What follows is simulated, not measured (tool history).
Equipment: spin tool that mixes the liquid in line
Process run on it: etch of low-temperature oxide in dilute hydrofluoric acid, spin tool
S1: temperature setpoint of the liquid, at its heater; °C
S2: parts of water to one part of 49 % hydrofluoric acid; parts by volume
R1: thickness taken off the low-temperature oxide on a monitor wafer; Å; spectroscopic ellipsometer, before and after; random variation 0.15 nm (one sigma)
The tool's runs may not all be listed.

run 1 hour=0.0 | S1=24.0 S2=125 time_under_the_liquid_(s)=160 | R1=421.32
run 2 hour=1.2 | S1=22.5 S2=130 time_under_the_liquid_(s)=160 | R1=376.35
run 3 hour=5.6 | S1=21.5 S2=130 time_under_the_liquid_(s)=160 | R1=361.21
run 4 hour=9.3 | S1=20.5 S2=130 time_under_the_liquid_(s)=160 | R1=349.47
run 5 hour=12.3 | S1=20.0 S2=135 time_under_the_liquid_(s)=160 | R1=325.58
run 6 hour=16.9 | S1=20.0 S2=135 time_under_the_liquid_(s)=175 | R1=356.44

Forecast run 7:
-- hour=22.3 hydrofluoric acid flow meter replaced
run 7 hour=22.3 | S1=19.5 S2=140 time_under_the_liquid_(s)=175 | R1=?

R1: 297.21 Å
